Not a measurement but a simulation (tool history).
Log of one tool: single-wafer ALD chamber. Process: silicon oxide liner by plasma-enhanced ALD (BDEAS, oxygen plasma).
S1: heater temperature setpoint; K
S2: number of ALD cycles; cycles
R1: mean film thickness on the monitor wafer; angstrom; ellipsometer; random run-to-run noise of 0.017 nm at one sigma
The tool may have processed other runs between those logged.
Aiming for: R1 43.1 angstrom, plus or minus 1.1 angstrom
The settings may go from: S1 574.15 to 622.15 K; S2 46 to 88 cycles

| run | hour | S1 | S2 | R1 |
|---|---|---|---|---|
| 1 | 0 | 598.15 | 67 | 56.253 |
| 2 | 0.9 | 607.15 | 67 | 55.681 |
| 3 | 6.1 | 615.15 | 67 | 55.186 |
| 4 | 14.8 | 616.15 | 62 | 50.676 |
| 5 | 19.7 | 616.15 | 59 | 48.107 |
| 6 | 25.4 | 616.15 | 57 | 46.62 |
| 7 | 29.6 | 616.15 | 56 | 46.106 |
| 8 | 36 | 616.15 | 55 | 45.122 |
| 9 | 41.4 | 616.15 | 54 | 44.306 |

Of the 4 settings listed for the next run, only one would bring every result within its allowed miss of target. Which one?
| A | 46.8 | 609.15 | 52 | ? |
| B | 46.8 | 618.15 | 57 | ? |
| C | 46.8 | 621.15 | 55 | ? |
| D | 46.8 | 619.15 | 57 | ? |

| move | R1 |
|---|---|
| A | 43.221 |
| B | 46.826 |
| C | 45.006 |
| D | 46.765 |
A: every result within its allowed miss
B: moves away from the targets compared with the last run
C: moves away from the targets compared with the last run
D: moves away from the targets compared with the last run
The move that meets every target is A.
